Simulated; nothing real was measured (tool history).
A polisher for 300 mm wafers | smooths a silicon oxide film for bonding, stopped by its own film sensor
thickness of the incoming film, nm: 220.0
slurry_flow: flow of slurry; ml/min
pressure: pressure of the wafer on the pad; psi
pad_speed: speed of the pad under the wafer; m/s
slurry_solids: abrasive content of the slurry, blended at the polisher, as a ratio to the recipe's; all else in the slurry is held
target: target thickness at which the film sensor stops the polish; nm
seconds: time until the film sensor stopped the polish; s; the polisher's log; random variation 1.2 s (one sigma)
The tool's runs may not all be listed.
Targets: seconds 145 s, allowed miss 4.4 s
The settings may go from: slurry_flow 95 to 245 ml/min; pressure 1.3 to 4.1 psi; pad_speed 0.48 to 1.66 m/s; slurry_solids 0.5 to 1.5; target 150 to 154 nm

| run | hour | slurry_flow | pressure | pad_speed | slurry_solids | target | seconds |
|---|---|---|---|---|---|---|---|
| 1 | 0 | 155 | 2.7 | 1.06 | 1 | 154 | 62.502 |
| 2 | 3.2 | 155 | 2.7 | 1.06 | 0.9 | 154 | 63.919 |
| 3 | 9.9 | 155 | 2.7 | 1.16 | 0.9 | 154 | 58.477 |
| 4 | 14.3 | 155 | 2.2 | 1.16 | 0.9 | 154 | 72.1 |
| 5 | 22.4 | 155 | 2.2 | 1.16 | 0.9 | 150 | 77.127 |
| 6 | 28.5 | 125 | 2.2 | 1.16 | 0.9 | 150 | 79.834 |
| 7 | 31.1 | 125 | 2 | 1.12 | 0.9 | 150 | 89.306 |
| 8 | 36.2 | 125 | 1.9 | 1.08 | 0.9 | 150 | 96.906 |
| 9 | 38.3 | 125 | 1.9 | 1.08 | 0.9 | 150 | 98.446 |
| 10 | 43 | 125 | 1.8 | 1.06 | 0.9 | 150 | 103.38 |
| 11 | 51.8 | 115 | 1.3 | 0.84 | 0.9 | 150 | 169.63 |

Which of these 4 next moves meets every target?
| A | 60.6 | 150 | 1.5 | 0.86 | 0.9 | 153 | ? |
| B | 60.6 | 95 | 1.8 | 0.86 | 0.85 | 150 | ? |
| C | 60.6 | 115 | 1.3 | 0.88 | 1.05 | 150 | ? |
| D | 60.6 | 110 | 1.5 | 0.78 | 1 | 154 | ? |

| move | seconds |
|---|---|
| A | 136.66 |
| B | 133.74 |
| C | 160 |
| D | 149.11 |
A: takes the result that was furthest off past its target
B: takes the result that was furthest off past its target
C: nearer than the last run, and not there yet
D: meets every target
Answer: D
